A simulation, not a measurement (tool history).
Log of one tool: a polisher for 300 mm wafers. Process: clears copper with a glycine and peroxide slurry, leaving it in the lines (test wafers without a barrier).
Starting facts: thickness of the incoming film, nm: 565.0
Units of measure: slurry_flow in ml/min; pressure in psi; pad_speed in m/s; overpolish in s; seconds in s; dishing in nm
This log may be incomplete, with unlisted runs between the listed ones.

| run | hour | slurry_flow | pressure | pad_speed | overpolish | seconds | dishing |
|---|---|---|---|---|---|---|---|
| 1 | 0.0 | 215 | 3.3 | 1.16 | 21 | 87.047 | 60.410 |
| 2 | 5.6 | 215 | 3.3 | 1.16 | 14 | 85.464 | 48.462 |
| 3 | 14.4 | 215 | 3.3 | 1.16 | 20 | 85.932 | 59.360 |
| 4 | 23.1 | 215 | 3.3 | 1.40 | 20 | 73.829 | 64.868 |
| 5 | 23.9 | 215 | 2.9 | 1.40 | 20 | 80.862 | 61.260 |
| 6 | 25.9 | 215 | 2.9 | 1.40 | 22 | 84.124 | 63.315 |
| 7 | 29.9 | 215 | 3.0 | 1.40 | 24 | 80.549 | 66.754 |
| 8 | 36.4 | 215 | 3.0 | 1.40 | 26 | 78.173 | 69.017 |
| 9 | 41.3 | 215 | 3.0 | 1.40 | 28 | 80.884 | 69.880 |

Run 10 is up next; what results do you expect?
| 10 | 47.5 | 215 | 3.0 | 1.40 | 30 | ? | ? |

seconds: 79.550 s
dishing: 72.063 nm

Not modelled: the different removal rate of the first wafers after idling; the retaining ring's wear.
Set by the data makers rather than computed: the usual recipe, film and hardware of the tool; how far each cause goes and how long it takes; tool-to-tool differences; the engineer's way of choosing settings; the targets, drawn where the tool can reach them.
